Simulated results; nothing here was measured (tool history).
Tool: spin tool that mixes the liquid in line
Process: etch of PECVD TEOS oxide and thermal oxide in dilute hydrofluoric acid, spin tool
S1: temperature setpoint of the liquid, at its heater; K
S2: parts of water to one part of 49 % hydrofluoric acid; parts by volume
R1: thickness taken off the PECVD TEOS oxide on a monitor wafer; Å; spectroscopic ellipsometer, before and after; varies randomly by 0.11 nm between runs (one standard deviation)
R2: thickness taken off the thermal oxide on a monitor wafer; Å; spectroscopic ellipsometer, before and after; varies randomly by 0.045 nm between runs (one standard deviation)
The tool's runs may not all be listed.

run 1 hour=0 | S1=298.15 S2=155 time_under_the_liquid_(s)=180 | R1=94.693 R2=53.408
run 2 hour=6.2 | S1=298.15 S2=155 time_under_the_liquid_(s)=250 | R1=134.45 R2=74.326
run 3 hour=9.3 | S1=297.15 S2=155 time_under_the_liquid_(s)=250 | R1=128.18 R2=70.412
run 4 hour=14.3 | S1=297.15 S2=125 time_under_the_liquid_(s)=250 | R1=163.95 R2=90.381
run 5 hour=18.4 | S1=297.15 S2=145 time_under_the_liquid_(s)=250 | R1=141.3 R2=77.095
run 6 hour=26.7 | S1=297.15 S2=145 time_under_the_liquid_(s)=290 | R1=162.24 R2=88.936

Expected results for the next run?
run 7 hour=28.7 | S1=296.15 S2=150 time_under_the_liquid_(s)=290 | R1=? R2=?

R1: 146.96 Å
R2: 82.901 Å
